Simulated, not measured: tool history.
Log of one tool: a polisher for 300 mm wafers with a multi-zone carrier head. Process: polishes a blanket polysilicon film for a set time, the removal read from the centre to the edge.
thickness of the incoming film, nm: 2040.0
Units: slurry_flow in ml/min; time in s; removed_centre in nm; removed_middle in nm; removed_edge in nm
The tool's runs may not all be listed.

{"run": 1, "hour": 0.0, "slurry_flow": 245, "centre_zone": 1.0, "middle_zone": 1.0, "edge_zone": 1.0, "time": 58, "removed_centre": 370.06, "removed_middle": 365.57, "removed_edge": 357.25}
{"run": 2, "hour": 4.0, "slurry_flow": 245, "centre_zone": 0.91, "middle_zone": 1.0, "edge_zone": 1.0, "time": 58, "removed_centre": 332.76, "removed_middle": 366.17, "removed_edge": 346.88}
{"run": 3, "hour": 10.6, "slurry_flow": 245, "centre_zone": 0.91, "middle_zone": 1.0, "edge_zone": 1.05, "time": 58, "removed_centre": 334.61, "removed_middle": 367.37, "removed_edge": 365.38}
{"run": 4, "hour": 13.2, "slurry_flow": 255, "centre_zone": 0.93, "middle_zone": 1.04, "edge_zone": 1.06, "time": 60, "removed_centre": 351.9, "removed_middle": 387.97, "removed_edge": 386.34}
{"run": 5, "hour": 15.0, "slurry_flow": 260, "centre_zone": 0.94, "middle_zone": 1.07, "edge_zone": 1.04, "time": 62, "removed_centre": 368.17, "removed_middle": 419.97, "removed_edge": 382.05}
{"run": 6, "hour": 23.7, "slurry_flow": 260, "centre_zone": 0.94, "middle_zone": 0.99, "edge_zone": 1.04, "time": 62, "removed_centre": 374.36, "removed_middle": 390.25, "removed_edge": 389.05}

The next listed run, before its measurement:
{"run": 7, "hour": 31.4, "slurry_flow": 270, "centre_zone": 0.95, "middle_zone": 1.03, "edge_zone": 1.05, "time": 63, "removed_centre": "?", "removed_middle": "?", "removed_edge": "?"}

Run 7 gave removed_centre 385.31 nm, removed_middle 410.84 nm, removed_edge 405.54 nm.
